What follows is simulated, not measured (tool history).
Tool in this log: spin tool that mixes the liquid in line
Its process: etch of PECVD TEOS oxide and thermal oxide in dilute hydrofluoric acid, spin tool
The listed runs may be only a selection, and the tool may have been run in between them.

run	hour	temperature setpoint of the liquid (C)	parts of water to one part of 49 % hydrofluoric acid (parts by volume)	time under the liquid (s)	thickness taken off the PECVD TEOS oxide on a monitor wafer (angstrom)	thickness taken off the thermal oxide on a monitor wafer (angstrom)
1	0	25	60	30	146.93	26.448
2	7.3	23.5	65	30	127.26	22.689
3	12.4	22.5	65	30	121.27	21.265
4	20.2	22	65	30	118.85	21.243
5	23.5	21	65	30	114.51	20.362
6	30.3	20	65	30	109.61	19.714
7	32.4	19.5	65	30	107.53	19.367

Run 8 comes next. What will it give?
# hour 34.6: hydrofluoric acid flow meter replaced
8	34.6	19	65	30	?	?

thickness taken off the PECVD TEOS oxide on a monitor wafer (angstrom): 113.2
thickness taken off the thermal oxide on a monitor wafer (angstrom): 20.664
